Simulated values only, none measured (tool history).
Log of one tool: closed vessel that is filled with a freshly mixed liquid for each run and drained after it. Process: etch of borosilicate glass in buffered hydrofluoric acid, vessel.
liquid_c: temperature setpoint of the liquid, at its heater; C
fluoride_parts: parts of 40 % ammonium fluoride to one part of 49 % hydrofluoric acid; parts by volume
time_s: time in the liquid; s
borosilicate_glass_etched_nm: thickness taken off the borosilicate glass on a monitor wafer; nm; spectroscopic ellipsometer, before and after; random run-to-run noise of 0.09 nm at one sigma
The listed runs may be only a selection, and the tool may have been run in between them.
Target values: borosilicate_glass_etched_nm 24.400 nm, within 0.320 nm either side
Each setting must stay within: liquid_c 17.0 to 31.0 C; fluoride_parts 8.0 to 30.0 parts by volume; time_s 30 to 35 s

run 1 hour=0.0 | liquid_c=23.0 fluoride_parts=21.5 time_s=35 | borosilicate_glass_etched_nm=17.189
run 2 hour=8.4 | liquid_c=23.0 fluoride_parts=21.5 time_s=30 | borosilicate_glass_etched_nm=14.707
run 3 hour=14.3 | liquid_c=20.0 fluoride_parts=21.5 time_s=30 | borosilicate_glass_etched_nm=12.462
run 4 hour=19.5 | liquid_c=22.0 fluoride_parts=21.5 time_s=30 | borosilicate_glass_etched_nm=13.883
run 5 hour=27.8 | liquid_c=24.0 fluoride_parts=21.5 time_s=30 | borosilicate_glass_etched_nm=15.627
run 6 hour=32.9 | liquid_c=25.5 fluoride_parts=21.0 time_s=30 | borosilicate_glass_etched_nm=17.094
run 7 hour=35.7 | liquid_c=26.5 fluoride_parts=20.5 time_s=30 | borosilicate_glass_etched_nm=18.294
run 8 hour=40.6 | liquid_c=27.5 fluoride_parts=20.0 time_s=30 | borosilicate_glass_etched_nm=19.644
run 9 hour=46.9 | liquid_c=28.0 fluoride_parts=20.0 time_s=30 | borosilicate_glass_etched_nm=20.260
run 10 hour=51.8 | liquid_c=28.0 fluoride_parts=20.0 time_s=30 | borosilicate_glass_etched_nm=20.220
run 11 hour=54.9 | liquid_c=28.5 fluoride_parts=20.0 time_s=30 | borosilicate_glass_etched_nm=20.761
run 12 hour=60.5 | liquid_c=29.0 fluoride_parts=20.0 time_s=30 | borosilicate_glass_etched_nm=21.149
run 13 hour=63.1 | liquid_c=29.5 fluoride_parts=20.0 time_s=30 | borosilicate_glass_etched_nm=21.860
run 14 hour=70.4 | liquid_c=29.5 fluoride_parts=20.0 time_s=30 | borosilicate_glass_etched_nm=21.775
-- hour=76.2 hydrofluoric acid flow meter replaced
run 15 hour=76.2 | liquid_c=30.0 fluoride_parts=20.0 time_s=30 | borosilicate_glass_etched_nm=23.890

Pick the move, out of 4, that brings all results within their allowed miss; only one does.
run A hour=82.0 | liquid_c=31.0 fluoride_parts=24.5 time_s=35 | borosilicate_glass_etched_nm=?
run B hour=82.0 | liquid_c=30.5 fluoride_parts=19.5 time_s=30 | borosilicate_glass_etched_nm=?
run C hour=82.0 | liquid_c=25.0 fluoride_parts=17.5 time_s=35 | borosilicate_glass_etched_nm=?
run D hour=82.0 | liquid_c=30.0 fluoride_parts=19.0 time_s=30 | borosilicate_glass_etched_nm=?

move=A borosilicate_glass_etched_nm=25.487
move=B borosilicate_glass_etched_nm=25.087
move=C borosilicate_glass_etched_nm=24.384
move=D borosilicate_glass_etched_nm=25.079
A: carries the result that was furthest off beyond its target, to the other side
B: carries the result that was furthest off beyond its target, to the other side
C: all results land within tolerance of their targets
D: carries the result that was furthest off beyond its target, to the other side
Move C is the one to make.
